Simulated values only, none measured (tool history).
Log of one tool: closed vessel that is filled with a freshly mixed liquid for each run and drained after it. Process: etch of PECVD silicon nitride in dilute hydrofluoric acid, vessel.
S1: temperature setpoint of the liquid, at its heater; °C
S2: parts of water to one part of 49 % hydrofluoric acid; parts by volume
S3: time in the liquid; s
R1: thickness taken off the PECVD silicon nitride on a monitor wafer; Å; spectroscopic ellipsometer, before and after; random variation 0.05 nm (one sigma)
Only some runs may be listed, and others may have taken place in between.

run	hour	S1	S2	S3	R1
1	0	21	210	730	82.917
2	5.6	21	240	730	71.864
3	11.4	21	240	780	76.537
4	17	20	240	780	73.383
5	19.2	19.5	240	780	70.239
# hour 21: thermometer replaced
6	21	19.5	290	780	66.245
7	27.6	19	290	780	63.159

Run 8 comes next. What will it give?
8	30.4	18.5	290	780	?

R1: 61.744 Å
